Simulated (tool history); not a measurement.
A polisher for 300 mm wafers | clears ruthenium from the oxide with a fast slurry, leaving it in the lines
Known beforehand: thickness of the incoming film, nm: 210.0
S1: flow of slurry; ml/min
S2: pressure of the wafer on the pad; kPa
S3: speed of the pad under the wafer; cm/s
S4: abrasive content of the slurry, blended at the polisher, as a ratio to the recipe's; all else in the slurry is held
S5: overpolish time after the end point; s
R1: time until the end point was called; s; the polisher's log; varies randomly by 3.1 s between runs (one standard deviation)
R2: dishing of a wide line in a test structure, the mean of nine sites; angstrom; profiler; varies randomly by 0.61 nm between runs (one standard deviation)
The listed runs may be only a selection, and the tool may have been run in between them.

run,hour,S1,S2,S3,S4,S5,R1,R2
1,0,200,20.7,78,1,23,91.438,447.41
2,3.3,200,20.7,78,1,27,91.02,523.94
3,6.4,200,19.3,76,1,27,100.4,470.26
4,15,150,19.3,76,1,27,105.89,465.26
5,17.4,150,15.2,76,1,27,129.38,375.14
6,23.5,150,15.2,76,1.15,27,124.07,393.17
7,28.5,150,14.5,74,1.15,28,131.31,387.8

What does the tool deliver on the next run?
8,33,145,9.7,54,1.1,31,?,?

{"run 8": {"R1": 255.13, "R2": 242.13}}

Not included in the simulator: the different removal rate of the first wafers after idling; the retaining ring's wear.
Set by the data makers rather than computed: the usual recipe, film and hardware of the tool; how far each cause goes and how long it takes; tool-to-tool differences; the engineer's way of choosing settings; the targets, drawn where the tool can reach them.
